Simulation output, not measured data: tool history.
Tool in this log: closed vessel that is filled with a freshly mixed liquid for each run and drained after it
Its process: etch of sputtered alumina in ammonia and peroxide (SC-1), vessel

run  hour  temperature setpoint of the liquid (K)  parts of 29 % ammonia solution to one part of 30 % peroxide (parts by volume)  time in the liquid (s)  thickness taken off the sputtered alumina on a monitor wafer (Å)
  1   0.0                                  331.15                                                                           0.95                     560                                                            397.99
  2   7.3                                  331.15                                                                           0.95                     600                                                            420.72
  3   9.5                                  331.15                                                                           0.95                     560                                                            394.39
  4  13.7                                  331.15                                                                           1.20                     560                                                            405.87
  5  18.6                                  331.15                                                                           1.20                     560                                                            409.37
  6  24.9                                  331.15                                                                           1.20                     560                                                            405.56
  7  28.8                                  334.65                                                                           1.20                     560                                                            488.09

Run 8 has not been measured yet. What should we expect?
     30.8  -- thermometer replaced
  8  30.8                                  334.65                                                                           1.20                     560                                                                 ?

Run 8 came out at thickness taken off the sputtered alumina on a monitor wafer (Å) 549.43.

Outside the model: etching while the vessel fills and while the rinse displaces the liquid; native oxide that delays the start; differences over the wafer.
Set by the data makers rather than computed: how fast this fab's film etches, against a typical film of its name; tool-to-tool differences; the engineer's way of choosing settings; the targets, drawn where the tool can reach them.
